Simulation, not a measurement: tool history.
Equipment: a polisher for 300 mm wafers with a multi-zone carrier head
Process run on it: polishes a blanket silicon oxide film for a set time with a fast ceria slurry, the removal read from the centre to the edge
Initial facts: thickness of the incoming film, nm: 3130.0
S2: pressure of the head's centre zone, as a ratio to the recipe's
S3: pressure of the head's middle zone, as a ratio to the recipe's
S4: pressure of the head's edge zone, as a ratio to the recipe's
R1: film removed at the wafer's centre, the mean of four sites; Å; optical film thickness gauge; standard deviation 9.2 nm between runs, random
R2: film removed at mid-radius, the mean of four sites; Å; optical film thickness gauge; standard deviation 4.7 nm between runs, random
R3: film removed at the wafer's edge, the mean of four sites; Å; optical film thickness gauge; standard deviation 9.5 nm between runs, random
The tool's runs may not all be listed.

Run 1, hour 0.0: flow of slurry (ml/min) 215, S2 1.00, S3 1.00, S4 1.00, polishing time (s) 53. Result: R1 9824.9 Å, R2 10014.0 Å, R3 10621.0 Å.
Run 2, hour 7.0: flow of slurry (ml/min) 215, S2 0.97, S3 1.00, S4 1.00, polishing time (s) 53. Result: R1 9494.2 Å, R2 10137.0 Å, R3 10312.0 Å.
Run 3, hour 8.0: flow of slurry (ml/min) 205, S2 0.99, S3 0.95, S4 0.94, polishing time (s) 52. Result: R1 9762.4 Å, R2 9522.5 Å, R3 10055.0 Å.
Run 4, hour 11.1: flow of slurry (ml/min) 205, S2 0.99, S3 0.95, S4 0.94, polishing time (s) 61. Result: R1 11210.0 Å, R2 11020.0 Å, R3 11787.0 Å.
Run 5, hour 17.5: flow of slurry (ml/min) 205, S2 0.99, S3 0.95, S4 0.94, polishing time (s) 71. Result: R1 13170.0 Å, R2 12965.0 Å, R3 13538.0 Å.
Run 6, hour 20.6: flow of slurry (ml/min) 205, S2 0.99, S3 0.95, S4 0.94, polishing time (s) 80. Result: R1 15112.0 Å, R2 14589.0 Å, R3 15466.0 Å.
Run 7, hour 28.9: flow of slurry (ml/min) 145, S2 1.07, S3 0.85, S4 0.86, polishing time (s) 65. Result: R1 12147.0 Å, R2 10074.0 Å, R3 11512.0 Å.
Run 8, hour 31.2: flow of slurry (ml/min) 145, S2 1.07, S3 0.85, S4 0.85, polishing time (s) 60. Result: R1 11006.0 Å, R2 9282.4 Å, R3 10569.0 Å.

Run 9 comes next. What will it give?
Run 9, hour 37.8: flow of slurry (ml/min) 145, S2 1.07, S3 0.85, S4 0.84, polishing time (s) 57. Result: R1 ?, R2 ?, R3 ?.

For run 9 the tool returned R1 10609.0 Å, R2 8787.7 Å, R3 9977.2 Å.
